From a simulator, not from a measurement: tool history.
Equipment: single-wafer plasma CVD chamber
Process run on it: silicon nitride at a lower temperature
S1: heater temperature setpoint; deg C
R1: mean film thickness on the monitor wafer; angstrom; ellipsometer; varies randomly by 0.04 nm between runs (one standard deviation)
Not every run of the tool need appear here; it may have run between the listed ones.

run 1 hour=0.0 | S1=360 chamber_pressure_(Torr)=1.54 RF_power_(W)=345 deposition_time_(s)=15.8 | R1=216.00
run 2 hour=3.6 | S1=360 chamber_pressure_(Torr)=1.49 RF_power_(W)=335 deposition_time_(s)=15.8 | R1=209.43
run 3 hour=12.2 | S1=360 chamber_pressure_(Torr)=1.44 RF_power_(W)=325 deposition_time_(s)=15.8 | R1=203.70
run 4 hour=16.4 | S1=360 chamber_pressure_(Torr)=1.63 RF_power_(W)=325 deposition_time_(s)=15.8 | R1=212.02
run 5 hour=18.5 | S1=360 chamber_pressure_(Torr)=1.57 RF_power_(W)=315 deposition_time_(s)=15.8 | R1=205.85
run 6 hour=26.8 | S1=360 chamber_pressure_(Torr)=1.57 RF_power_(W)=315 deposition_time_(s)=15.8 | R1=205.51
run 7 hour=27.9 | S1=362 chamber_pressure_(Torr)=1.26 RF_power_(W)=260 deposition_time_(s)=15.8 | R1=170.08
run 8 hour=33.7 | S1=362 chamber_pressure_(Torr)=1.26 RF_power_(W)=260 deposition_time_(s)=15.8 | R1=169.99
-- hour=42.2 thermocouple changed; heater temperature recalibrated
run 9 hour=42.2 | S1=362 chamber_pressure_(Torr)=1.24 RF_power_(W)=260 deposition_time_(s)=15.8 | R1=170.12

Run 10 has not been measured yet. What should we expect?
run 10 hour=46.3 | S1=362 chamber_pressure_(Torr)=1.22 RF_power_(W)=260 deposition_time_(s)=15.8 | R1=?

For run 10 the tool returned R1 169.44 angstrom.
